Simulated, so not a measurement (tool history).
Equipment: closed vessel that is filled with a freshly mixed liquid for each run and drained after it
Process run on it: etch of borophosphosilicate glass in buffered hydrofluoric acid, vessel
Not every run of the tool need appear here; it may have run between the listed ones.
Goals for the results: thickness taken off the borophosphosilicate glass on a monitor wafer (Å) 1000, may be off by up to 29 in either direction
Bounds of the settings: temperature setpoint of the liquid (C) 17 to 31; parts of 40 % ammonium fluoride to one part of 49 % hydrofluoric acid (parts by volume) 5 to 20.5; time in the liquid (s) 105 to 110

run,hour,temperature setpoint of the liquid (C),parts of 40 % ammonium fluoride to one part of 49 % hydrofluoric acid (parts by volume),time in the liquid (s),thickness taken off the borophosphosilicate glass on a monitor wafer (Å)
1,0,23,12.5,105,1207.4
2,6.7,23,12.5,105,1228.3
3,8.3,22,12.5,105,1150.9
4,9.6,24,12.5,105,1311.9
5,12.5,27.5,12.5,105,1553.4
6,13.8,27.5,11,105,1770.5
7,14.8,24,11,105,1436
8,20.2,22,11,105,1316.9
9,23.1,18,12,105,975.51

Consider the 4 candidate settings below. Which is the only one whose results all fall within their allowed miss of target?
A,26,18,11.5,105,?
B,26,18,12.5,105,?
C,26,17.5,12.5,105,?
D,26,20,14,105,?

move,thickness taken off the borophosphosilicate glass on a monitor wafer (Å)
A,1017.6
B,937.31
C,911.37
D,936.91
A: all results in spec
B: the biggest miss grows against the last run
C: the biggest miss grows against the last run
D: the biggest miss grows against the last run
Answer: A
